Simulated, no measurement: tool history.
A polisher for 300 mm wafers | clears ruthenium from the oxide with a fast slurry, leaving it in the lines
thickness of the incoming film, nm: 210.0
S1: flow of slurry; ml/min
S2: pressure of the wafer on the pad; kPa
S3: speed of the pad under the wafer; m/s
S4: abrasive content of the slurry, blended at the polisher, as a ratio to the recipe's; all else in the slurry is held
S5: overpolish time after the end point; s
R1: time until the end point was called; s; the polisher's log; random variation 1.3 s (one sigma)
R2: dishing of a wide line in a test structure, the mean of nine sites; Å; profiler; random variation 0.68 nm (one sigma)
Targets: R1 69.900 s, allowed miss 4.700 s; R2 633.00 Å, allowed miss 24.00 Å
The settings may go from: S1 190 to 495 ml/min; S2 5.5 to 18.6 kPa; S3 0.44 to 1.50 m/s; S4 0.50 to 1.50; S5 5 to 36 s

run  hour   S1    S2    S3    S4  S5       R1      R2
  1   0.0  320  11.7  0.96  1.00  18  103.890  302.01
  2   8.1  320  11.7  0.96  1.15  18   94.760  313.20
  3  11.7  350  11.7  0.96  1.15  18   93.648  316.00
  4  14.6  350  11.7  1.12  1.15  18   80.728  366.83
  5  22.9  345  12.4  1.12  1.10  20   79.984  413.31
  6  24.2  340  13.1  1.12  1.05  21   77.449  433.57
  7  26.4  340  13.1  1.14  1.05  23   76.919  491.72
  8  34.1  340  14.5  1.14  1.05  26   72.846  584.79

Which of these 5 next moves meets every target?
  A  41.8  345  15.2  1.12  1.05  23   ?   ?
  B  41.8  335  12.4  1.30  1.05  28   ?   ?
  C  41.8  340  15.9  1.06  0.90  26   ?   ?
  D  41.8  410  17.2  0.96  1.05  24   ?   ?
  E  41.8  335  13.1  1.18  1.10  24   ?   ?

move      R1      R2
   A  67.658  551.17
   B  70.825  629.63
   C  72.765  576.09
   D  68.838  563.69
   E  72.648  537.30
A: further off than the last run
B: meets every target
C: further off than the last run
D: further off than the last run
E: further off than the last run
Move B is the one to make.

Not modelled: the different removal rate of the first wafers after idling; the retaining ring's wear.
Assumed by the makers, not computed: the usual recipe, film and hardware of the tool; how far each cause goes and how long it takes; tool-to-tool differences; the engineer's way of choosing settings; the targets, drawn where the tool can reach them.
